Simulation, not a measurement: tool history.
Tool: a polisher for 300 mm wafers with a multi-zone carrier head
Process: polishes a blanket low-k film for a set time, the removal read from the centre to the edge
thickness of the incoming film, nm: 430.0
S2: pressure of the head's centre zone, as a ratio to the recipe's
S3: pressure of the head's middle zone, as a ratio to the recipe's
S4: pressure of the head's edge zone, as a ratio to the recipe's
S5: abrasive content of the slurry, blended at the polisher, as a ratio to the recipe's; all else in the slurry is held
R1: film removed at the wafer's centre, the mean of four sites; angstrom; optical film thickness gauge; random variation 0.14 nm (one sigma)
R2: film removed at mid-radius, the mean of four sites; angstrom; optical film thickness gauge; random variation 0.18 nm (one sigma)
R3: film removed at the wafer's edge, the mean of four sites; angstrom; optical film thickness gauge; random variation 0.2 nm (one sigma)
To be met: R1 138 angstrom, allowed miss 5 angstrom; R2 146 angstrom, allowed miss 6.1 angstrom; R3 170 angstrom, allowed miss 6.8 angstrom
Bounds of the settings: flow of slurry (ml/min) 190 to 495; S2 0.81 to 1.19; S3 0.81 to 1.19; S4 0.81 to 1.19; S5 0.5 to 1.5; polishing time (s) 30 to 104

Run 1, day 0: flow of slurry (ml/min) 320, S2 1, S3 1, S4 1, S5 1, polishing time (s) 67. Result: R1 267.65 angstrom, R2 255.5 angstrom, R3 269.21 angstrom.
Run 2, day 0.046: flow of slurry (ml/min) 315, S2 0.98, S3 0.99, S4 1, S5 0.95, polishing time (s) 65. Result: R1 244.09 angstrom, R2 239.46 angstrom, R3 250.95 angstrom.
Run 3, day 0.104: flow of slurry (ml/min) 315, S2 0.98, S3 0.99, S4 1, S5 0.95, polishing time (s) 71. Result: R1 268.69 angstrom, R2 264 angstrom, R3 272.37 angstrom.
Run 4, day 0.446: flow of slurry (ml/min) 380, S2 0.98, S3 0.99, S4 1, S5 0.95, polishing time (s) 71. Result: R1 273.93 angstrom, R2 264.61 angstrom, R3 275.69 angstrom.
Run 5, day 0.762: flow of slurry (ml/min) 380, S2 0.89, S3 0.99, S4 1, S5 0.95, polishing time (s) 71. Result: R1 247.44 angstrom, R2 265.39 angstrom, R3 282.7 angstrom.
Run 6, day 0.808: flow of slurry (ml/min) 415, S2 0.89, S3 0.99, S4 1, S5 0.95, polishing time (s) 71. Result: R1 245.72 angstrom, R2 271.85 angstrom, R3 279.87 angstrom.
Run 7, day 0.838: flow of slurry (ml/min) 410, S2 0.88, S3 0.98, S4 1, S5 0.9, polishing time (s) 69. Result: R1 235.42 angstrom, R2 249 angstrom, R3 267.34 angstrom.
Run 8, day 1.017: flow of slurry (ml/min) 385, S2 0.81, S3 1.06, S4 1.1, S5 0.65, polishing time (s) 51. Result: R1 133.75 angstrom, R2 164.38 angstrom, R3 173.65 angstrom.
Run 9, day 1.271: flow of slurry (ml/min) 385, S2 0.82, S3 1.05, S4 1.1, S5 0.65, polishing time (s) 51. Result: R1 134.32 angstrom, R2 163.85 angstrom, R3 171.36 angstrom.

Which of these 5 next moves meets every target?
Run A, day 1.525: flow of slurry (ml/min) 270, S2 0.86, S3 0.93, S4 1.13, S5 0.6, polishing time (s) 54. Result: R1 ?, R2 ?, R3 ?.
Run B, day 1.525: flow of slurry (ml/min) 400, S2 0.82, S3 1.02, S4 1.12, S5 0.7, polishing time (s) 50. Result: R1 ?, R2 ?, R3 ?.
Run C, day 1.525: flow of slurry (ml/min) 300, S2 0.81, S3 0.99, S4 1.12, S5 0.75, polishing time (s) 46. Result: R1 ?, R2 ?, R3 ?.
Run D, day 1.525: flow of slurry (ml/min) 285, S2 0.81, S3 1.05, S4 1.09, S5 0.55, polishing time (s) 57. Result: R1 ?, R2 ?, R3 ?.
Run E, day 1.525: flow of slurry (ml/min) 355, S2 0.81, S3 0.84, S4 1.19, S5 0.65, polishing time (s) 49. Result: R1 ?, R2 ?, R3 ?.

move      R1      R2      R3
   A  139.05  145.27  173.54
   B  139.41  164.02  179.43
   C  128.23  149.48  168.49
   D  131.81  161.23  171.06
   E  127.91  130.72  172.78
A: meets every target
B: as far off as the last run
C: brings the result that was furthest off to its target, and leaves another outside
D: nearer than the last run, and not there yet
E: takes the result that was furthest off past its target
Answer: A
